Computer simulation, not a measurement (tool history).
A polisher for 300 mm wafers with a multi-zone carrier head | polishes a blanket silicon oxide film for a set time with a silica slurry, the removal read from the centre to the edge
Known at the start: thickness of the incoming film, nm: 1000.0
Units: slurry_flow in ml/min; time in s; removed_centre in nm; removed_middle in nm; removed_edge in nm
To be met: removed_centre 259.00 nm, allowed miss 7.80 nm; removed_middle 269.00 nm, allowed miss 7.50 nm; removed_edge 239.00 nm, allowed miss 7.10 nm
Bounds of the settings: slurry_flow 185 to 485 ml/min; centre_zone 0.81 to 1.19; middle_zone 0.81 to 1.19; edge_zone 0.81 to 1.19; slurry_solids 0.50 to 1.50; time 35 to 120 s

Run 1, hour 0.0: slurry_flow 310 ml/min, centre_zone 1.00, middle_zone 1.00, edge_zone 1.00, slurry_solids 1.00, time 77 s. Result: removed_centre 383.78 nm, removed_middle 398.98 nm, removed_edge 403.79 nm.
Run 2, hour 0.7: slurry_flow 310 ml/min, centre_zone 1.00, middle_zone 1.00, edge_zone 1.00, slurry_solids 0.80, time 77 s. Result: removed_centre 327.96 nm, removed_middle 345.98 nm, removed_edge 344.15 nm.
Run 3, hour 5.8: slurry_flow 315 ml/min, centre_zone 1.01, middle_zone 1.00, edge_zone 0.98, slurry_solids 0.75, time 76 s. Result: removed_centre 316.60 nm, removed_middle 327.61 nm, removed_edge 318.57 nm.
Run 4, hour 11.4: slurry_flow 315 ml/min, centre_zone 1.01, middle_zone 1.00, edge_zone 0.98, slurry_solids 0.75, time 63 s. Result: removed_centre 262.99 nm, removed_middle 268.02 nm, removed_edge 267.94 nm.
Run 5, hour 14.9: slurry_flow 315 ml/min, centre_zone 1.01, middle_zone 1.01, edge_zone 0.96, slurry_solids 0.75, time 63 s. Result: removed_centre 263.79 nm, removed_middle 267.69 nm, removed_edge 262.43 nm.
Run 6, hour 23.0: slurry_flow 395 ml/min, centre_zone 1.01, middle_zone 1.01, edge_zone 0.96, slurry_solids 0.75, time 63 s. Result: removed_centre 270.60 nm, removed_middle 272.32 nm, removed_edge 271.17 nm.
At hour 30.0: slurry nozzle cleaned.
Run 7, hour 30.0: slurry_flow 385 ml/min, centre_zone 1.01, middle_zone 1.02, edge_zone 0.94, slurry_solids 0.75, time 63 s. Result: removed_centre 277.16 nm, removed_middle 285.80 nm, removed_edge 274.13 nm.
Run 8, hour 37.3: slurry_flow 370 ml/min, centre_zone 1.01, middle_zone 1.02, edge_zone 0.93, slurry_solids 0.75, time 63 s. Result: removed_centre 272.15 nm, removed_middle 280.42 nm, removed_edge 270.93 nm.
Run 9, hour 39.7: slurry_flow 355 ml/min, centre_zone 1.01, middle_zone 1.02, edge_zone 0.91, slurry_solids 0.75, time 63 s. Result: removed_centre 269.77 nm, removed_middle 281.41 nm, removed_edge 271.09 nm.
Run 10, hour 45.2: slurry_flow 405 ml/min, centre_zone 1.06, middle_zone 1.08, edge_zone 0.83, slurry_solids 0.50, time 62 s. Result: removed_centre 186.99 nm, removed_middle 191.44 nm, removed_edge 168.99 nm.
Run 11, hour 48.1: slurry_flow 365 ml/min, centre_zone 1.16, middle_zone 1.18, edge_zone 0.93, slurry_solids 0.70, time 62 s. Result: removed_centre 291.10 nm, removed_middle 303.09 nm, removed_edge 252.89 nm.

Which of these 4 next moves meets every target?
Run A, hour 51.0: slurry_flow 315 ml/min, centre_zone 1.16, middle_zone 0.96, edge_zone 0.86, slurry_solids 0.60, time 73 s. Result: removed_centre ?, removed_middle ?, removed_edge ?.
Run B, hour 51.0: slurry_flow 355 ml/min, centre_zone 1.12, middle_zone 1.15, edge_zone 0.98, slurry_solids 0.65, time 65 s. Result: removed_centre ?, removed_middle ?, removed_edge ?.
Run C, hour 51.0: slurry_flow 375 ml/min, centre_zone 1.03, middle_zone 1.05, edge_zone 0.98, slurry_solids 0.80, time 56 s. Result: removed_centre ?, removed_middle ?, removed_edge ?.
Run D, hour 51.0: slurry_flow 345 ml/min, centre_zone 1.11, middle_zone 1.14, edge_zone 0.99, slurry_solids 0.70, time 58 s. Result: removed_centre ?, removed_middle ?, removed_edge ?.

move  removed_centre  removed_middle  removed_edge
   A          291.95          251.40        244.40
   B          275.27          285.65        250.46
   C          260.43          272.20        257.95
   D          259.42          269.70        239.50
A: takes the result that was furthest off past its target
B: nearer than the last run, and not there yet
C: brings the result that was furthest off to its target, and leaves another outside
D: meets every target
Move D is the one to make.
